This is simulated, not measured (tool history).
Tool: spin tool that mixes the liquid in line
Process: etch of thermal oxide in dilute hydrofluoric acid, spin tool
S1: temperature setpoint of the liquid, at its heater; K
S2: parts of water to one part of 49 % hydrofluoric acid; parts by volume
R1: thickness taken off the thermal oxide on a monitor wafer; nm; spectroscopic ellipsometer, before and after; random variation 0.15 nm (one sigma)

Run 1, hour 0: S1 293.15 K, S2 145 parts by volume, time under the liquid (s) 330. Result: R1 10.672 nm.
Run 2, hour 6.3: S1 293.15 K, S2 145 parts by volume, time under the liquid (s) 330. Result: R1 10.429 nm.
Run 3, hour 15: S1 295.65 K, S2 145 parts by volume, time under the liquid (s) 330. Result: R1 11.614 nm.
Run 4, hour 16.7: S1 295.65 K, S2 145 parts by volume, time under the liquid (s) 350. Result: R1 12.213 nm.
Run 5, hour 23.1: S1 297.15 K, S2 130 parts by volume, time under the liquid (s) 350. Result: R1 14.834 nm.
Run 6, hour 26.8: S1 298.15 K, S2 120 parts by volume, time under the liquid (s) 350. Result: R1 17.043 nm.

The next listed run, before its measurement:
Run 7, hour 32.4: S1 298.65 K, S2 115 parts by volume, time under the liquid (s) 350. Result: R1 ?.

{"run 7": {"R1": 17.868}}

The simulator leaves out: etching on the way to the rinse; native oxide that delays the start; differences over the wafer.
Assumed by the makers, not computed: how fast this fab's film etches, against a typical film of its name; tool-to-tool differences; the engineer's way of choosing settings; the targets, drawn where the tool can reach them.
